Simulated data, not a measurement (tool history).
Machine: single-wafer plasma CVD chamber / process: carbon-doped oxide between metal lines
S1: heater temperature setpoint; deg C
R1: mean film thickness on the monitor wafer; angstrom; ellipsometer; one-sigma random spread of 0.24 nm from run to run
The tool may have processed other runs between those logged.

run 1 hour=0 | S1=360 chamber_pressure_(mTorr)=4340 RF_power_(kW)=0.635 deposition_time_(s)=8.8 | R1=526.49
run 2 hour=1.9 | S1=360 chamber_pressure_(mTorr)=4340 RF_power_(kW)=0.635 deposition_time_(s)=8.8 | R1=527.03
run 3 hour=10.8 | S1=360 chamber_pressure_(mTorr)=3930 RF_power_(kW)=0.635 deposition_time_(s)=8.8 | R1=521.45
run 4 hour=13.8 | S1=365 chamber_pressure_(mTorr)=3930 RF_power_(kW)=0.635 deposition_time_(s)=8.8 | R1=515.2
run 5 hour=15.5 | S1=365 chamber_pressure_(mTorr)=3930 RF_power_(kW)=0.715 deposition_time_(s)=8.8 | R1=550.88
run 6 hour=18 | S1=362 chamber_pressure_(mTorr)=4110 RF_power_(kW)=0.72 deposition_time_(s)=8.8 | R1=558.78
run 7 hour=20.8 | S1=359 chamber_pressure_(mTorr)=4270 RF_power_(kW)=0.725 deposition_time_(s)=8.8 | R1=569

Run 8 is up next; what results do you expect?
run 8 hour=21.9 | S1=347 chamber_pressure_(mTorr)=4810 RF_power_(kW)=0.735 deposition_time_(s)=8.8 | R1=?

{"run 8": {"R1": 607.24}}
